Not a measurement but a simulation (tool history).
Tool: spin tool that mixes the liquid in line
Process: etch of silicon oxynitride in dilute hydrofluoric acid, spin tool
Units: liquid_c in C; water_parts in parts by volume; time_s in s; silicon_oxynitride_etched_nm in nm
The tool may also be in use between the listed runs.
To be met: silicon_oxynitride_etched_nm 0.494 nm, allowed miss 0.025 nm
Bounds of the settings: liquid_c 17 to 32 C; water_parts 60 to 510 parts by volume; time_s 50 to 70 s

run,day,liquid_c,water_parts,time_s,silicon_oxynitride_etched_nm
1,0,24,285,70,0.70499
2,0.158,23,290,70,0.65859
3,0.529,22,295,70,0.62314
4,0.671,21.5,300,70,0.58774
5,0.775,21,300,70,0.56113
# day 1.029: thermometer replaced
6,1.029,21,300,50,0.38422
7,1.325,21.5,300,50,0.39672
8,1.608,22,300,50,0.40281
9,1.742,22.5,300,50,0.40195
10,1.771,23,300,50,0.41762
11,2.125,23.5,300,50,0.43648

5 next moves are on the table. One of them brings every result within its allowed miss. Which?
A,2.479,20.5,255,60,?
B,2.479,23,280,55,?
C,2.479,23.5,325,70,?
D,2.479,28.5,385,70,?
E,2.479,23.5,325,55,?

move,silicon_oxynitride_etched_nm
A,0.55439
B,0.50844
C,0.55276
D,0.54776
E,0.43431
A: takes the result that was furthest off past its target
B: meets every target
C: takes the result that was furthest off past its target
D: takes the result that was furthest off past its target
E: as far off as the last run
Answer: B
